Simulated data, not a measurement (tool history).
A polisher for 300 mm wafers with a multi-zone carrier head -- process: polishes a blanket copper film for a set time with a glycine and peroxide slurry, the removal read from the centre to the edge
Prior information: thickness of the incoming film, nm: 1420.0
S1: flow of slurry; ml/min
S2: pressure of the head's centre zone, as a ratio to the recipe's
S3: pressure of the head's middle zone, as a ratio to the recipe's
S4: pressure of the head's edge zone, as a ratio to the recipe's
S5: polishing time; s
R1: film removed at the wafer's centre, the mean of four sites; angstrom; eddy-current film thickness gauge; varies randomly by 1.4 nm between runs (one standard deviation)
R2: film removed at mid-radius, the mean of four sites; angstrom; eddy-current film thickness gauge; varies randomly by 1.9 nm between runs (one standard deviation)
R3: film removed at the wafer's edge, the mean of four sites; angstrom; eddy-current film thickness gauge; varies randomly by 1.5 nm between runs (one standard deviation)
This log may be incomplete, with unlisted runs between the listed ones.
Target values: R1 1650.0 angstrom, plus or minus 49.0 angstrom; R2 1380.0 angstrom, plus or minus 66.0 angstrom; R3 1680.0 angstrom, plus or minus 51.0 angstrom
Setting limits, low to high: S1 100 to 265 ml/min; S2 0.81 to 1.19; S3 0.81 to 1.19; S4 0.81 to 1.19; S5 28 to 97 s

Run 1, hour 0.0: S1 170 ml/min, S2 1.00, S3 1.00, S4 1.00, S5 62 s. Result: R1 2287.3 angstrom, R2 2141.9 angstrom, R3 2201.7 angstrom.
Run 2, hour 0.9: S1 160 ml/min, S2 0.99, S3 0.95, S4 0.99, S5 58 s. Result: R1 2105.3 angstrom, R2 1914.2 angstrom, R3 2053.5 angstrom.
Run 3, hour 6.4: S1 160 ml/min, S2 1.07, S3 0.95, S4 0.99, S5 58 s. Result: R1 2252.3 angstrom, R2 1894.1 angstrom, R3 2072.3 angstrom.
Run 4, hour 9.7: S1 160 ml/min, S2 1.07, S3 0.95, S4 0.99, S5 48 s. Result: R1 1875.8 angstrom, R2 1621.7 angstrom, R3 1724.2 angstrom.
Run 5, hour 16.0: S1 160 ml/min, S2 1.07, S3 0.95, S4 1.02, S5 48 s. Result: R1 1864.9 angstrom, R2 1587.6 angstrom, R3 1750.9 angstrom.
Run 6, hour 18.8: S1 150 ml/min, S2 1.05, S3 0.93, S4 1.03, S5 47 s. Result: R1 1781.2 angstrom, R2 1497.1 angstrom, R3 1672.3 angstrom.
Run 7, hour 27.3: S1 145 ml/min, S2 1.02, S3 0.92, S4 1.05, S5 48 s. Result: R1 1754.1 angstrom, R2 1542.6 angstrom, R3 1745.3 angstrom.
Run 8, hour 34.4: S1 135 ml/min, S2 1.02, S3 0.90, S4 1.05, S5 48 s. Result: R1 1728.4 angstrom, R2 1456.1 angstrom, R3 1744.8 angstrom.
Run 9, hour 36.1: S1 130 ml/min, S2 1.02, S3 0.90, S4 1.04, S5 48 s. Result: R1 1688.6 angstrom, R2 1507.6 angstrom, R3 1696.3 angstrom.
Run 10, hour 42.2: S1 130 ml/min, S2 1.02, S3 0.88, S4 1.04, S5 48 s. Result: R1 1701.7 angstrom, R2 1457.1 angstrom, R3 1684.9 angstrom.

5 candidate next runs follow, results not yet known. Just one meets every target within its allowed miss. Identify it.
Run A, hour 48.3: S1 195 ml/min, S2 0.97, S3 0.82, S4 1.03, S5 45 s. Result: R1 ?, R2 ?, R3 ?.
Run B, hour 48.3: S1 135 ml/min, S2 0.89, S3 0.85, S4 0.90, S5 53 s. Result: R1 ?, R2 ?, R3 ?.
Run C, hour 48.3: S1 105 ml/min, S2 1.04, S3 0.97, S4 1.12, S5 50 s. Result: R1 ?, R2 ?, R3 ?.
Run D, hour 48.3: S1 115 ml/min, S2 1.06, S3 0.96, S4 0.84, S5 49 s. Result: R1 ?, R2 ?, R3 ?.
Run E, hour 48.3: S1 140 ml/min, S2 1.04, S3 0.81, S4 1.11, S5 49 s. Result: R1 ?, R2 ?, R3 ?.

move      R1      R2      R3
   A  1614.5  1370.8  1677.8
   B  1632.1  1568.2  1777.8
   C  1702.3  1567.7  1791.4
   D  1738.3  1553.3  1557.3
   E  1778.1  1401.5  1823.7
A: meets every target
B: misses by more than the last run did
C: misses by more than the last run did
D: misses by more than the last run did
E: the furthest-off result lands on target, but another misses its tolerance
Go with A: it meets all targets.

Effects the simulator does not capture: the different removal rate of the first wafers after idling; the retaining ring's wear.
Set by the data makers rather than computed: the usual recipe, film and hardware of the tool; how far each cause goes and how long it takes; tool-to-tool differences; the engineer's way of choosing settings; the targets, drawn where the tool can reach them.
